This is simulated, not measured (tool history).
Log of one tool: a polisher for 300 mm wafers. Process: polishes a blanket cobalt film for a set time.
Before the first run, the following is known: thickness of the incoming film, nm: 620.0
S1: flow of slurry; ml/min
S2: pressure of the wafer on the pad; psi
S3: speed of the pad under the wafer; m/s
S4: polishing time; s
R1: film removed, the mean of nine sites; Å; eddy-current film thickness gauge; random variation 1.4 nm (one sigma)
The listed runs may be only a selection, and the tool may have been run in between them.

Run 1, hour 0: S1 205 ml/min, S2 1.6 psi, S3 1.18 m/s, S4 32 s. Result: R1 1751.8 Å.
Run 2, hour 5.1: S1 205 ml/min, S2 1.5 psi, S3 1.18 m/s, S4 32 s. Result: R1 1690.7 Å.
Run 3, hour 12.3: S1 205 ml/min, S2 1.5 psi, S3 1.46 m/s, S4 32 s. Result: R1 2056.4 Å.
Run 4, hour 17.7: S1 245 ml/min, S2 1.5 psi, S3 1.46 m/s, S4 32 s. Result: R1 2115.1 Å.
Run 5, hour 25.5: S1 245 ml/min, S2 1.5 psi, S3 1.46 m/s, S4 32 s. Result: R1 2083.6 Å.
Run 6, hour 30.4: S1 245 ml/min, S2 1.5 psi, S3 1.46 m/s, S4 32 s. Result: R1 2082.3 Å.

Forecast run 7:
Run 7, hour 31.2: S1 245 ml/min, S2 1.4 psi, S3 1.46 m/s, S4 32 s. Result: R1 ?.

Run 7 came out at R1 2028.8 Å.
